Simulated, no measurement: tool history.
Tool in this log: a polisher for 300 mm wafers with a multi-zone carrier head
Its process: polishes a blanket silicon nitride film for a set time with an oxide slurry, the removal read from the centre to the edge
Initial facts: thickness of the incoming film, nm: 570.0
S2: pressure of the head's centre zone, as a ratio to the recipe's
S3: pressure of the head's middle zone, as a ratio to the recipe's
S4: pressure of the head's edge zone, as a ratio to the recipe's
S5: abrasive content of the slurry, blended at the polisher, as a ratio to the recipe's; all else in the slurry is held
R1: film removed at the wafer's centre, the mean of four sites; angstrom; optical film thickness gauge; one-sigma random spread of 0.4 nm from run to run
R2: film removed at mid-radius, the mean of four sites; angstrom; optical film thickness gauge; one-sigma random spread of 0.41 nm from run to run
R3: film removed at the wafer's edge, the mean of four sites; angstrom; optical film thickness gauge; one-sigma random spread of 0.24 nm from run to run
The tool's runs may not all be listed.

Run 1, hour 0: flow of slurry (ml/min) 240, S2 1, S3 1, S4 1, S5 1, polishing time (s) 79. Result: R1 583.16 angstrom, R2 589.41 angstrom, R3 593.74 angstrom.
Run 2, hour 9: flow of slurry (ml/min) 235, S2 0.98, S3 1, S4 0.98, S5 0.9, polishing time (s) 77. Result: R1 527.73 angstrom, R2 544.58 angstrom, R3 534.26 angstrom.
Run 3, hour 11.4: flow of slurry (ml/min) 235, S2 0.98, S3 1, S4 0.98, S5 0.8, polishing time (s) 77. Result: R1 491.03 angstrom, R2 508.47 angstrom, R3 509.48 angstrom.
Run 4, hour 19.4: flow of slurry (ml/min) 235, S2 0.98, S3 1, S4 1.02, S5 0.8, polishing time (s) 77. Result: R1 502.76 angstrom, R2 519.33 angstrom, R3 515.85 angstrom.
Run 5, hour 26.9: flow of slurry (ml/min) 235, S2 0.98, S3 1, S4 1.02, S5 0.8, polishing time (s) 84. Result: R1 538.27 angstrom, R2 572.1 angstrom, R3 558.26 angstrom.
Run 6, hour 29.3: flow of slurry (ml/min) 230, S2 0.96, S3 1, S4 1, S5 0.75, polishing time (s) 82. Result: R1 492.84 angstrom, R2 534.86 angstrom, R3 519.58 angstrom.
Run 7, hour 32.4: flow of slurry (ml/min) 225, S2 0.95, S3 0.99, S4 0.97, S5 0.7, polishing time (s) 81. Result: R1 469.09 angstrom, R2 499.96 angstrom, R3 482.81 angstrom.
Run 8, hour 40.5: flow of slurry (ml/min) 220, S2 0.93, S3 0.98, S4 0.96, S5 0.65, polishing time (s) 81. Result: R1 433.56 angstrom, R2 467.42 angstrom, R3 459.85 angstrom.
Run 9, hour 41.4: flow of slurry (ml/min) 215, S2 0.91, S3 0.98, S4 0.94, S5 0.65, polishing time (s) 81. Result: R1 425.73 angstrom, R2 472.05 angstrom, R3 460.51 angstrom.
Run 10, hour 45.5: flow of slurry (ml/min) 210, S2 0.9, S3 0.98, S4 0.92, S5 0.65, polishing time (s) 81. Result: R1 424.1 angstrom, R2 471.74 angstrom, R3 456.14 angstrom.
Run 11, hour 49.1: flow of slurry (ml/min) 205, S2 0.89, S3 0.98, S4 0.91, S5 0.65, polishing time (s) 80. Result: R1 405.37 angstrom, R2 460.51 angstrom, R3 446.53 angstrom.
Run 12, hour 55: flow of slurry (ml/min) 205, S2 0.88, S3 0.98, S4 0.9, S5 0.65, polishing time (s) 80. Result: R1 412.17 angstrom, R2 462.45 angstrom, R3 440.8 angstrom.
Run 13, hour 61.2: flow of slurry (ml/min) 200, S2 0.87, S3 0.98, S4 0.89, S5 0.65, polishing time (s) 80. Result: R1 403.89 angstrom, R2 455.97 angstrom, R3 437.48 angstrom.
Run 14, hour 61.9: flow of slurry (ml/min) 185, S2 0.81, S3 0.98, S4 0.82, S5 0.5, polishing time (s) 75. Result: R1 294.17 angstrom, R2 353.69 angstrom, R3 330.63 angstrom.
Run 15, hour 67.8: flow of slurry (ml/min) 255, S2 0.83, S3 0.99, S4 0.9, S5 0.5, polishing time (s) 74. Result: R1 314.38 angstrom, R2 368.35 angstrom, R3 351.36 angstrom.

What does the tool deliver on the next run?
Run 16, hour 71.4: flow of slurry (ml/min) 255, S2 0.84, S3 1, S4 0.91, S5 0.5, polishing time (s) 74. Result: R1 ?, R2 ?, R3 ?.

Run 16 gave R1 306.05 angstrom, R2 372.91 angstrom, R3 350.43 angstrom.

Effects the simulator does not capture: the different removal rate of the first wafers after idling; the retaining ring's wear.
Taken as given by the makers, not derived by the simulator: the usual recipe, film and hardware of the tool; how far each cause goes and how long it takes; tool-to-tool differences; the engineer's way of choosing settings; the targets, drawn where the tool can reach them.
